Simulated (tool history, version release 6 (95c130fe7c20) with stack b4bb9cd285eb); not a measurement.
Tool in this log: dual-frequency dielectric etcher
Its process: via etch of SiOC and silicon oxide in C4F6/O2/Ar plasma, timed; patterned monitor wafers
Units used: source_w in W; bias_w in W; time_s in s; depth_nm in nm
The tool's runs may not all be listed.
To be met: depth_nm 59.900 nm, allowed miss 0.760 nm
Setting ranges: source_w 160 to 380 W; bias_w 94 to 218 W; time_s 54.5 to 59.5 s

run  hour  source_w  bias_w  time_s  depth_nm
  1   0.0       270     156    59.5    54.902
  2   0.7       280     156    59.5    55.352
  3   8.4       290     156    59.5    56.419
  4  11.3       290     140    59.5    54.822
  5  14.0       290     117    59.5    52.222
  6  19.0       290     117    59.5    51.871
  7  22.5       290     117    59.5    51.966
  8  26.2       300     118    59.5    52.886
  9  33.1       310     119    59.5    53.496
 10  37.5       320     121    59.5    54.542

Which one of the following 4 next-run settings gets every result inside its allowed miss? There is exactly one.
  A  41.9       360     132    58.5         ?
  B  41.9       350     129    59.5         ?
  C  41.9       380     160    58.0         ?
  D  41.9       380     140    58.5         ?

move  depth_nm
   A    57.599
   B    57.556
   C    61.708
   D    59.846
A: nearer than the last run, and not there yet
B: nearer than the last run, and not there yet
C: pushes the last run's worst result past its target
D: every result lands within tolerance
Correct choice: D, which meets every target
